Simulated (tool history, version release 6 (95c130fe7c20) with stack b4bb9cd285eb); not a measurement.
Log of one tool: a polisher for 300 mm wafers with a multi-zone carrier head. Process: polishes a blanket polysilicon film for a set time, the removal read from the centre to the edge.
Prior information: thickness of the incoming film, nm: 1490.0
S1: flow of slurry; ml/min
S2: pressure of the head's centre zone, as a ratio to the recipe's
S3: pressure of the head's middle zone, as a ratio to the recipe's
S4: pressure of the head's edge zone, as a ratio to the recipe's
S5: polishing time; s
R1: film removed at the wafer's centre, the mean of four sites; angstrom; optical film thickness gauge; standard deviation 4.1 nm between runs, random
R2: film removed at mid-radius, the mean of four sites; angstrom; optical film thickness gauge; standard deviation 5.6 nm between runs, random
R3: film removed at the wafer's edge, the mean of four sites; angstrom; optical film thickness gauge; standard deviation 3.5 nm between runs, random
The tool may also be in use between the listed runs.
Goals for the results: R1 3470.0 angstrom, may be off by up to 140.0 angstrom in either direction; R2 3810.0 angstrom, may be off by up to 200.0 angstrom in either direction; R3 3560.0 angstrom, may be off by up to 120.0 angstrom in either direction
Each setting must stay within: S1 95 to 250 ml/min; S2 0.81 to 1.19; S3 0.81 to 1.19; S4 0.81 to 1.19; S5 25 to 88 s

run	hour	S1	S2	S3	S4	S5	R1	R2	R3
1	0.0	160	1.00	1.00	1.00	56	5252.1	5469.3	5460.5
2	5.7	155	0.99	1.00	0.97	52	4797.0	4916.7	5022.3
3	9.7	115	0.99	1.00	0.97	52	4490.8	4667.6	4780.0
4	18.2	95	0.99	1.00	0.97	52	4302.2	4550.6	4656.7
5	22.5	95	0.99	1.00	1.03	52	4303.1	4513.0	4762.0
6	25.9	115	0.99	1.00	1.03	52	4475.9	4618.7	4943.2
7	30.9	115	0.99	1.01	1.00	49	4216.3	4418.5	4584.6
8	38.5	115	0.99	1.02	0.97	47	4035.0	4273.6	4310.4

4 next moves are on the table. One of them brings every result within its allowed miss. Which?
A	46.1	105	1.01	1.13	0.93	40	?	?	?
B	46.1	105	0.97	0.92	1.02	38	?	?	?
C	46.1	145	0.96	1.19	0.90	37	?	?	?
D	46.1	140	1.03	0.93	1.02	37	?	?	?

move	R1	R2	R3
A	3511.0	3754.9	3533.7
B	3199.6	3217.6	3514.0
C	3313.8	3801.0	3361.7
D	3529.1	3329.9	3558.4
A: meets every target
B: puts the biggest miss on target and leaves a different result outside tolerance
C: pushes the last run's worst result past its target
D: puts the biggest miss on target and leaves a different result outside tolerance
A is the move that brings every result within its allowed miss.
